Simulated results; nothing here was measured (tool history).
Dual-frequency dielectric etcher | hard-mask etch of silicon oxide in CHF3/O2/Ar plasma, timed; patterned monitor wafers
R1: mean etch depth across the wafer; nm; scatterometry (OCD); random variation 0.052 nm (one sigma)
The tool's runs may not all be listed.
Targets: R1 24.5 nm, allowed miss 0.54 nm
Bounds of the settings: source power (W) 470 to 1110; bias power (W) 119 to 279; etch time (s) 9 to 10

{"run": 1, "hour": 0.0, "source power (W)": 790, "bias power (W)": 199, "etch time (s)": 10, "R1": 22.02}
{"run": 2, "hour": 6.0, "source power (W)": 680, "bias power (W)": 199, "etch time (s)": 10, "R1": 20.941}
{"run": 3, "hour": 11.4, "source power (W)": 680, "bias power (W)": 168, "etch time (s)": 10, "R1": 20.088}
{"run": 4, "hour": 17.7, "source power (W)": 720, "bias power (W)": 171, "etch time (s)": 10, "R1": 20.494}
{"run": 5, "hour": 23.0, "source power (W)": 720, "bias power (W)": 171, "etch time (s)": 10, "R1": 20.546}
{"run": 6, "hour": 29.7, "source power (W)": 840, "bias power (W)": 171, "etch time (s)": 10, "R1": 21.648}
{"run": 7, "hour": 31.7, "source power (W)": 1000, "bias power (W)": 191, "etch time (s)": 10, "R1": 23.482}
{"run": 8, "hour": 35.1, "source power (W)": 1010, "bias power (W)": 192, "etch time (s)": 10, "R1": 23.705}
{"run": 9, "hour": 41.6, "source power (W)": 1020, "bias power (W)": 193, "etch time (s)": 10, "R1": 23.816}
{"run": 10, "hour": 47.5, "source power (W)": 1030, "bias power (W)": 194, "etch time (s)": 10, "R1": 23.912}

Which of these 5 next moves meets every target?
{"run": "A", "hour": 53.4, "source power (W)": 970, "bias power (W)": 191, "etch time (s)": 10, "R1": "?"}
{"run": "B", "hour": 53.4, "source power (W)": 1020, "bias power (W)": 216, "etch time (s)": 10, "R1": "?"}
{"run": "C", "hour": 53.4, "source power (W)": 970, "bias power (W)": 188, "etch time (s)": 9.5, "R1": "?"}
{"run": "D", "hour": 53.4, "source power (W)": 1040, "bias power (W)": 175, "etch time (s)": 10, "R1": "?"}
{"run": "E", "hour": 53.4, "source power (W)": 1110, "bias power (W)": 156, "etch time (s)": 10, "R1": "?"}

move=A R1=23.273
move=B R1=24.463
move=C R1=22.018
move=D R1=23.298
move=E R1=23.161
A: further off than the last run
B: meets every target
C: further off than the last run
D: further off than the last run
E: further off than the last run
The right move is B.
